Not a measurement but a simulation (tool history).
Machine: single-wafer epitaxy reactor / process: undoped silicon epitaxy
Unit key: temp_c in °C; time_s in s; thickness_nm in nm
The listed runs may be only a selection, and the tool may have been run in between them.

run	day	temp_c	time_s	thickness_nm
1	0.000	640	208	24.668
2	0.233	633	208	21.499
3	0.475	637	208	23.250
4	0.538	637	197	22.106
# day 0.725: pyrometer calibrated
5	0.725	637	213	25.346
6	0.908	627	213	20.750
7	1.146	625	213	19.904

For run 8, what comes out?
8	1.183	624	213	?

{"run 8": {"thickness_nm": 19.442}}
